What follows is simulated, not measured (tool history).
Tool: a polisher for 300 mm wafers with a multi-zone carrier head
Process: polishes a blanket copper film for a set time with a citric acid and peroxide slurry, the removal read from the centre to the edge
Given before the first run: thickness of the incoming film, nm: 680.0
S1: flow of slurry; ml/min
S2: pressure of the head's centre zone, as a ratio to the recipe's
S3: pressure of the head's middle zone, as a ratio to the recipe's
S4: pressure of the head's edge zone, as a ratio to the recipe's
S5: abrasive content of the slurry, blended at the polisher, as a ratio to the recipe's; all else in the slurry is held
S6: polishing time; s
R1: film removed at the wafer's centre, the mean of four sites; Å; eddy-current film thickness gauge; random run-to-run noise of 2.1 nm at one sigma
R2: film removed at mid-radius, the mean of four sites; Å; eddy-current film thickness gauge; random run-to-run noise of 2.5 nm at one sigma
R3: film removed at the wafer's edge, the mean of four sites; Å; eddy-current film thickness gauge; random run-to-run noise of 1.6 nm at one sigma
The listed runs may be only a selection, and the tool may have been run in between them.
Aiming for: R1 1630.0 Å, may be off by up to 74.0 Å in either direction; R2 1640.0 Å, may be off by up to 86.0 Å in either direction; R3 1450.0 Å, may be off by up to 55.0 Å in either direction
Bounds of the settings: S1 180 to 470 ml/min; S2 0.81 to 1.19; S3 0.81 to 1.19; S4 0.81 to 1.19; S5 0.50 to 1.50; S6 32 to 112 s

| run | day | S1 | S2 | S3 | S4 | S5 | S6 | R1 | R2 | R3 |
|---|---|---|---|---|---|---|---|---|---|---|
| 1 | 0.000 | 300 | 1.00 | 1.00 | 1.00 | 1.00 | 72 | 2109.1 | 2205.2 | 2100.5 |
| 2 | 0.354 | 300 | 1.01 | 1.00 | 0.97 | 0.85 | 67 | 1957.5 | 1919.9 | 1901.4 |
| 3 | 0.700 | 305 | 1.02 | 1.04 | 0.94 | 0.80 | 62 | 1803.4 | 1829.5 | 1677.3 |
| 4 | 0.996 | 305 | 1.02 | 1.04 | 0.94 | 0.90 | 62 | 1835.0 | 1876.1 | 1727.2 |
| 5 | 1.154 | 305 | 1.02 | 0.97 | 0.94 | 0.90 | 62 | 1792.3 | 1804.7 | 1756.4 |
| 6 | 1.450 | 305 | 1.02 | 1.00 | 0.91 | 0.80 | 61 | 1748.4 | 1739.3 | 1641.2 |
| 7 | 1.688 | 305 | 1.02 | 1.01 | 0.88 | 0.75 | 61 | 1692.6 | 1696.9 | 1589.4 |
| 8 | 2.012 | 305 | 1.02 | 1.01 | 0.88 | 0.75 | 61 | 1732.3 | 1757.3 | 1662.6 |
| 9 | 2.050 | 305 | 1.03 | 1.03 | 0.88 | 0.70 | 59 | 1633.3 | 1679.4 | 1546.4 |
| 10 | 2.388 | 305 | 1.03 | 1.03 | 0.88 | 0.70 | 59 | 1644.0 | 1670.8 | 1544.1 |
| 11 | 2.429 | 305 | 1.04 | 1.04 | 0.87 | 0.65 | 59 | 1619.4 | 1669.3 | 1539.9 |

Exercise: of the 5 proposed moves below, exactly one satisfies all targets within the stated allowed misses. Which move is it?
| A | 2.471 | 230 | 1.11 | 1.08 | 0.88 | 1.05 | 52 | ? | ? | ? |
| B | 2.471 | 275 | 0.98 | 1.15 | 0.86 | 1.05 | 56 | ? | ? | ? |
| C | 2.471 | 220 | 0.91 | 0.95 | 0.99 | 0.50 | 68 | ? | ? | ? |
| D | 2.471 | 320 | 0.94 | 0.92 | 0.93 | 0.50 | 67 | ? | ? | ? |
| E | 2.471 | 295 | 0.93 | 0.97 | 1.08 | 0.60 | 65 | ? | ? | ? |

| move | R1 | R2 | R3 |
|---|---|---|---|
| A | 1582.8 | 1605.3 | 1426.4 |
| B | 1598.0 | 1868.7 | 1551.8 |
| C | 1545.9 | 1628.4 | 1674.5 |
| D | 1641.0 | 1636.1 | 1677.3 |
| E | 1617.2 | 1699.1 | 1748.1 |
A: every result within its allowed miss
B: moves away from the targets compared with the last run
C: moves away from the targets compared with the last run
D: moves away from the targets compared with the last run
E: moves away from the targets compared with the last run
A is the move that brings every result within its allowed miss.
